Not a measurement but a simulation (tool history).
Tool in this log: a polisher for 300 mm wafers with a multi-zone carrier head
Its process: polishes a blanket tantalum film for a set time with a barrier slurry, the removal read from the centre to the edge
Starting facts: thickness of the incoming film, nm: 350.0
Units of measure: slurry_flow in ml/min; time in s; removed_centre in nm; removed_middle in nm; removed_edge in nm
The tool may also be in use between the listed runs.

Run 1, hour 0.0: slurry_flow 195 ml/min, centre_zone 1.00, middle_zone 1.00, edge_zone 1.00, slurry_solids 1.00, time 61 s. Result: removed_centre 115.08 nm, removed_middle 118.98 nm, removed_edge 113.85 nm.
Run 2, hour 5.8: slurry_flow 190 ml/min, centre_zone 0.99, middle_zone 0.98, edge_zone 0.97, slurry_solids 0.95, time 61 s. Result: removed_centre 109.01 nm, removed_middle 114.16 nm, removed_edge 109.38 nm.
Run 3, hour 10.0: slurry_flow 185 ml/min, centre_zone 0.99, middle_zone 0.96, edge_zone 0.94, slurry_solids 0.90, time 61 s. Result: removed_centre 107.03 nm, removed_middle 107.33 nm, removed_edge 106.84 nm.
Run 4, hour 19.0: slurry_flow 185 ml/min, centre_zone 0.99, middle_zone 0.99, edge_zone 0.94, slurry_solids 0.90, time 61 s. Result: removed_centre 105.08 nm, removed_middle 110.95 nm, removed_edge 106.66 nm.
Run 5, hour 23.1: slurry_flow 155 ml/min, centre_zone 0.99, middle_zone 0.99, edge_zone 0.94, slurry_solids 0.90, time 61 s. Result: removed_centre 102.29 nm, removed_middle 107.47 nm, removed_edge 106.12 nm.
Run 6, hour 24.3: slurry_flow 155 ml/min, centre_zone 0.99, middle_zone 0.99, edge_zone 0.94, slurry_solids 0.90, time 66 s. Result: removed_centre 111.49 nm, removed_middle 116.68 nm, removed_edge 113.82 nm.

For run 7, what comes out?
Run 7, hour 25.8: slurry_flow 165 ml/min, centre_zone 0.99, middle_zone 0.98, edge_zone 0.92, slurry_solids 0.80, time 65 s. Result: removed_centre ?, removed_middle ?, removed_edge ?.

removed_centre: 105.03 nm
removed_middle: 108.75 nm
removed_edge: 103.20 nm
